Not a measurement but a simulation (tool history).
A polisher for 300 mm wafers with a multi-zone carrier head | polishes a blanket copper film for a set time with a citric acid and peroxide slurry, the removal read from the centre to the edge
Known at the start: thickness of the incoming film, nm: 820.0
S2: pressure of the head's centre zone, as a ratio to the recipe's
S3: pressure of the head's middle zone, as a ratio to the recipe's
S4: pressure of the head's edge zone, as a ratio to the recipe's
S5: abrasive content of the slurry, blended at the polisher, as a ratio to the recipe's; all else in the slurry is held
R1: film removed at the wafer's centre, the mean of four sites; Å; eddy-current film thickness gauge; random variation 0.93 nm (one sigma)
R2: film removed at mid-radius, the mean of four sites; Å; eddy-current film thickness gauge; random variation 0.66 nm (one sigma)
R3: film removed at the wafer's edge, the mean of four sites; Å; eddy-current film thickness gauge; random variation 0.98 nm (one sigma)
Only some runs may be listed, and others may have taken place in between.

Run 1, hour 0.0: flow of slurry (ml/min) 290, S2 1.00, S3 1.00, S4 1.00, S5 1.00, polishing time (s) 31. Result: R1 717.56 Å, R2 739.88 Å, R3 725.01 Å.
Run 2, hour 0.9: flow of slurry (ml/min) 300, S2 1.01, S3 1.05, S4 1.01, S5 1.05, polishing time (s) 31. Result: R1 726.90 Å, R2 776.70 Å, R3 740.27 Å.
Run 3, hour 6.4: flow of slurry (ml/min) 300, S2 1.01, S3 1.05, S4 1.01, S5 1.05, polishing time (s) 37. Result: R1 878.08 Å, R2 928.42 Å, R3 867.20 Å.
Run 4, hour 9.3: flow of slurry (ml/min) 300, S2 0.94, S3 1.05, S4 1.01, S5 1.05, polishing time (s) 37. Result: R1 816.83 Å, R2 923.63 Å, R3 860.85 Å.
Run 5, hour 12.6: flow of slurry (ml/min) 295, S2 0.93, S3 1.06, S4 0.97, S5 1.00, polishing time (s) 37. Result: R1 791.41 Å, R2 922.24 Å, R3 847.85 Å.
Run 6, hour 17.5: flow of slurry (ml/min) 295, S2 0.93, S3 1.14, S4 0.97, S5 1.00, polishing time (s) 37. Result: R1 809.57 Å, R2 994.11 Å, R3 831.64 Å.
Run 7, hour 19.0: flow of slurry (ml/min) 290, S2 0.93, S3 1.13, S4 0.94, S5 0.95, polishing time (s) 37. Result: R1 767.75 Å, R2 964.49 Å, R3 818.96 Å.

For run 8, what comes out?
Run 8, hour 23.2: flow of slurry (ml/min) 290, S2 0.96, S3 1.13, S4 0.92, S5 0.90, polishing time (s) 37. Result: R1 ?, R2 ?, R3 ?.

{"run 8": {"R1": 791.36, "R2": 948.0, "R3": 802.52}}
